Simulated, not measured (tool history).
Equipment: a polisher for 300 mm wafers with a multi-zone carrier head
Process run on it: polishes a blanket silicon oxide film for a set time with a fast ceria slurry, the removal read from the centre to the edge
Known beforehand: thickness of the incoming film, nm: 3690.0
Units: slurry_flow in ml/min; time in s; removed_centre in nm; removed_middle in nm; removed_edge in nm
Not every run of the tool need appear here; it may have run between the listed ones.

run  hour  slurry_flow  centre_zone  middle_zone  edge_zone  time  removed_centre  removed_middle  removed_edge
  1   0.0          170         1.00         1.00       1.00    72          891.34          879.23        967.41
  2   2.4          170         0.97         1.00       1.00    72          851.47          892.73        961.46
  3  10.3          175         0.99         1.02       1.01    73          876.39          928.20        980.01
  4  16.2          180         1.01         1.02       1.01    74          919.06          921.19       1000.80
  5  18.1          180         1.01         0.97       1.01    74          916.95          905.90       1007.80
  6  26.7          185         1.03         0.98       1.01    75          938.70          937.90       1007.50
  7  35.3          185         1.05         0.98       1.01    77          985.19          951.00       1053.10
  8  43.6          190         1.07         0.99       1.00    78         1038.00          979.14       1064.80
  9  45.1          195         1.08         1.00       1.00    79         1075.30          976.88       1067.50

What does the tool deliver on the next run?
 10  52.1          195         1.08         1.00       1.00    79               ?               ?             ?

removed_centre: 1056.10 nm
removed_middle: 981.82 nm
removed_edge: 1072.80 nm

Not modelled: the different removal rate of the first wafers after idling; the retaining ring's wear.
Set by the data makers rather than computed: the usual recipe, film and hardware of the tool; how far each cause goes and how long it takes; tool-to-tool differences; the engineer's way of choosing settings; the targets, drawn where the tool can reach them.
